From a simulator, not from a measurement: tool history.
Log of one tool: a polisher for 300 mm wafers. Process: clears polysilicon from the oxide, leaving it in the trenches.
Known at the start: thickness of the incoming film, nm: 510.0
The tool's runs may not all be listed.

run,day,flow of slurry (ml/min),pressure of the wafer on the pad (psi),speed of the pad under the wafer (cm/s),overpolish time after the end point (s),time until the end point was called (s),dishing of a wide line in a test structure (angstrom)
1,0.000,265,2.0,84,15,65.134,560.27
2,0.212,200,2.0,84,15,67.505,549.07
3,0.571,170,2.0,84,15,69.891,554.52
4,0.862,175,1.9,84,13,69.907,504.08
5,1.083,175,1.6,84,13,79.603,483.96
6,1.267,175,2.0,84,13,69.069,517.13
7,1.625,175,1.9,82,12,71.335,466.72
8,1.867,175,1.8,80,12,77.292,466.69
9,2.150,175,1.7,78,11,79.966,435.90
10,2.312,175,1.6,76,11,88.062,406.99
11,2.446,175,1.6,76,11,86.581,419.28
12,2.488,175,1.5,76,11,93.216,403.12
13,2.808,175,1.4,76,11,90.311,383.81
14,3.104,175,0.9,68,11,134.190,318.74

Forecast run 15:
15,3.338,175,1.0,68,11,?,?

Run 15 gave time until the end point was called (s) 126.900, dishing of a wide line in a test structure (angstrom) 331.79.

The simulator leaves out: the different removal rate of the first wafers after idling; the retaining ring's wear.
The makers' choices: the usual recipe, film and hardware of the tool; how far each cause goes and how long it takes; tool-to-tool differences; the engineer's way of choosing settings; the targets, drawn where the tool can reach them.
